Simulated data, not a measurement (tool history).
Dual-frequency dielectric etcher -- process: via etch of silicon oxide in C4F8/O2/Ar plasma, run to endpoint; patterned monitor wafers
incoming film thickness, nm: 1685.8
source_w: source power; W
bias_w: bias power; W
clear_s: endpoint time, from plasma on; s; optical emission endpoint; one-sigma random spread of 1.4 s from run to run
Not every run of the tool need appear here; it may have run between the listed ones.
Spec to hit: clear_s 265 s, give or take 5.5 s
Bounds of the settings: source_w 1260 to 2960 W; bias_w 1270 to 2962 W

run	hour	source_w	bias_w	clear_s
1	0	2110	2116	321.34
2	8.2	2250	2175	308.63
3	15.4	2420	2175	298.43
4	22.4	2500	2200	290.45
5	28.4	2560	2212	289.07
6	37.2	2720	2212	280.54
7	42.4	2760	2231	281.52
8	49	2800	2270	278.03
9	56.3	2830	2308	276.55
10	60.4	2850	2364	270.68
11	64.7	2870	2371	272.63
12	66.4	2870	2371	272.81

Which one of the following 5 next-run settings gets every result inside its allowed miss? There is exactly one.
A	68.1	2960	2124	?
B	68.1	2740	2218	?
C	68.1	2750	2271	?
D	68.1	2960	2440	?
E	68.1	2960	2019	?

move	clear_s
A	274.53
B	279.27
C	276.69
D	262.28
E	279.11
A: further off than the last run
B: further off than the last run
C: further off than the last run
D: every result within its allowed miss
E: further off than the last run
The right move is D.
